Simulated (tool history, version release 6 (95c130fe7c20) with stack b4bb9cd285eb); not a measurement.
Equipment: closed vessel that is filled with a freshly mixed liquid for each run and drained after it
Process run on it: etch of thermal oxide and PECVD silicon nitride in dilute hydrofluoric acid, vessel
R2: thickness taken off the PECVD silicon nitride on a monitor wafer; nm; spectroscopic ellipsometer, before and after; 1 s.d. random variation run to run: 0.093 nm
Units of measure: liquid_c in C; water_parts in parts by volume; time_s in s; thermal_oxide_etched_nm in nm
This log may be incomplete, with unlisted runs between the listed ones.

run 1 day=0 | liquid_c=23 water_parts=165 time_s=1775 | thermal_oxide_etched_nm=40.941 R2=35.519
run 2 day=0.112 | liquid_c=22.5 water_parts=180 time_s=1770 | thermal_oxide_etched_nm=35.534 R2=31.249
run 3 day=0.338 | liquid_c=22.5 water_parts=230 time_s=1770 | thermal_oxide_etched_nm=26.883 R2=24.454
run 4 day=0.55 | liquid_c=22.5 water_parts=230 time_s=1080 | thermal_oxide_etched_nm=16.314 R2=14.657
-- day=0.704 thermometer replaced
run 5 day=0.704 | liquid_c=22.5 water_parts=235 time_s=1090 | thermal_oxide_etched_nm=17.054 R2=16.257
run 6 day=1 | liquid_c=22.5 water_parts=235 time_s=700 | thermal_oxide_etched_nm=10.856 R2=10.473
run 7 day=1.138 | liquid_c=22.5 water_parts=230 time_s=695 | thermal_oxide_etched_nm=11.091 R2=10.53
run 8 day=1.512 | liquid_c=22.5 water_parts=225 time_s=690 | thermal_oxide_etched_nm=11.264 R2=10.636
run 9 day=1.917 | liquid_c=22.5 water_parts=220 time_s=685 | thermal_oxide_etched_nm=11.647 R2=10.968

Predict the results of run 10:
run 10 day=2.262 | liquid_c=23.5 water_parts=190 time_s=605 | thermal_oxide_etched_nm=? R2=?

{"run 10": {"thermal_oxide_etched_nm": 12.676, "R2": 11.86}}
